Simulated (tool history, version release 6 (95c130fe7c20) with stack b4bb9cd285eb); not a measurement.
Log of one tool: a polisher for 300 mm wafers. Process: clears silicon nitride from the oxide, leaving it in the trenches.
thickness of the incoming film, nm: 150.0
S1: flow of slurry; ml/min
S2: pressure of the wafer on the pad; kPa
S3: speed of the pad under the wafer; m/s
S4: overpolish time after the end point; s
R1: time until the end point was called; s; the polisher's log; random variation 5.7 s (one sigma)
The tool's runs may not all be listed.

| run | day | S1 | S2 | S3 | S4 | R1 |
|---|---|---|---|---|---|---|
| 1 | 0.000 | 185 | 23.4 | 1.00 | 7 | 142.29 |
| 2 | 0.167 | 185 | 23.4 | 0.78 | 7 | 179.48 |
| 3 | 0.358 | 205 | 23.4 | 0.78 | 7 | 172.54 |
| 4 | 0.596 | 200 | 19.3 | 0.76 | 7 | 221.63 |
| 5 | 0.933 | 200 | 17.2 | 0.76 | 7 | 238.34 |
| 6 | 1.200 | 245 | 17.2 | 0.76 | 7 | 239.20 |

The next listed run, before its measurement:
| 7 | 1.246 | 245 | 15.2 | 0.74 | 7 | ? |

{"run 7": {"R1": 276.46}}
